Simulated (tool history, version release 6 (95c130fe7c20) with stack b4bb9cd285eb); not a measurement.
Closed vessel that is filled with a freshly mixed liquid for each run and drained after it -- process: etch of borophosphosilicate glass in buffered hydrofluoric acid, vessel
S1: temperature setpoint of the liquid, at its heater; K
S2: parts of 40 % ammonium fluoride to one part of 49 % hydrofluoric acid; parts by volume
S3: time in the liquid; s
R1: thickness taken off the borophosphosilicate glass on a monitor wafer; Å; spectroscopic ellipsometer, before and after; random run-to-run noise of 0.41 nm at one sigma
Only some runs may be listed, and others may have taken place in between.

run,day,S1,S2,S3,R1
1,0.000,293.15,19.0,100,763.63
2,0.167,293.15,22.5,100,667.78
3,0.246,295.65,22.5,100,764.51
4,0.383,295.65,26.0,100,695.82
5,0.583,296.15,26.0,100,723.61
6,0.725,296.65,26.0,100,735.87
7,0.962,297.65,26.0,100,779.08

Run 8 has not been measured yet. What should we expect?
8,1.204,298.15,26.0,100,?

R1: 791.95 Å

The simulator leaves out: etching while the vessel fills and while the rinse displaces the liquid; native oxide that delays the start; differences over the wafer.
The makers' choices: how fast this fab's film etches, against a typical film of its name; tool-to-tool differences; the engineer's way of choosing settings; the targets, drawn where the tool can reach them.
